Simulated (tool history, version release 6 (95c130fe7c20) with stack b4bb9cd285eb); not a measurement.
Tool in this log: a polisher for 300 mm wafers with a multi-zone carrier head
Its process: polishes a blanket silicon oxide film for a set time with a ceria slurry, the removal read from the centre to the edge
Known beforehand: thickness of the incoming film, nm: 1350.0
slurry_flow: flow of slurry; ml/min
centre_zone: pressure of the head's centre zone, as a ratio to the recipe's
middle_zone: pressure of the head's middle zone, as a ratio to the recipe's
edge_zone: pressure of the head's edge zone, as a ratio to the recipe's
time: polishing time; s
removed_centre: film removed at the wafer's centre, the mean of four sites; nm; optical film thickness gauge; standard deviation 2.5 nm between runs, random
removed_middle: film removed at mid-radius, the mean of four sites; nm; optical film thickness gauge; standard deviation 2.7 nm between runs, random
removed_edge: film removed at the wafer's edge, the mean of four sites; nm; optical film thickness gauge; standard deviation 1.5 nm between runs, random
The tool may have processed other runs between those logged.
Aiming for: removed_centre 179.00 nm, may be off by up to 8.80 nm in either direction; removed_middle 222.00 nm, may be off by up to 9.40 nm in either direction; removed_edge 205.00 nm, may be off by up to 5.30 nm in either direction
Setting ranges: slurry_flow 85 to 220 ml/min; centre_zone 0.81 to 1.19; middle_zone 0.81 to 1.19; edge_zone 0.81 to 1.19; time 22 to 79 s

run	day	slurry_flow	centre_zone	middle_zone	edge_zone	time	removed_centre	removed_middle	removed_edge
1	0.000	140	1.00	1.00	1.00	50	312.52	312.70	312.04
2	0.108	140	1.00	0.94	1.00	50	301.88	294.12	313.97
3	0.162	130	0.95	0.96	0.96	45	258.40	257.75	274.49
4	0.296	130	1.00	0.96	0.96	45	267.20	267.13	279.12
5	0.438	130	1.00	0.96	1.03	45	271.30	268.20	286.87
6	0.600	120	0.95	1.01	1.01	42	229.54	246.70	260.71
7	0.654	120	0.95	1.01	1.01	42	232.60	254.50	258.01
8	0.829	115	0.93	1.03	0.97	40	216.94	242.99	243.08
9	1.050	110	0.91	1.05	0.94	39	207.61	237.92	228.50
10	1.179	105	0.89	1.06	0.92	39	199.20	232.70	223.86
11	1.546	100	0.87	1.07	0.90	39	188.87	229.71	221.51
12	1.788	100	0.87	1.08	0.88	39	184.98	234.03	217.04
13	1.904	100	0.87	1.07	0.87	39	192.60	229.20	214.19

Exactly one of the 5 candidate moves below puts every result within its allowed miss. Which one?
A	2.021	150	0.81	1.03	0.84	35	?	?	?
B	2.021	110	0.88	1.12	0.82	35	?	?	?
C	2.021	140	0.96	1.11	0.82	33	?	?	?
D	2.021	100	0.94	0.99	0.81	40	?	?	?
E	2.021	100	0.88	1.00	0.87	39	?	?	?

move	removed_centre	removed_middle	removed_edge
A	181.30	228.03	205.66
B	178.41	224.61	192.48
C	194.95	223.83	189.64
D	208.46	227.21	214.70
E	191.88	223.21	216.05
A: in spec on every target
B: takes the result that was furthest off past its target
C: takes the result that was furthest off past its target
D: moves away from the targets compared with the last run
E: moves away from the targets compared with the last run
Correct choice: A, which meets every target
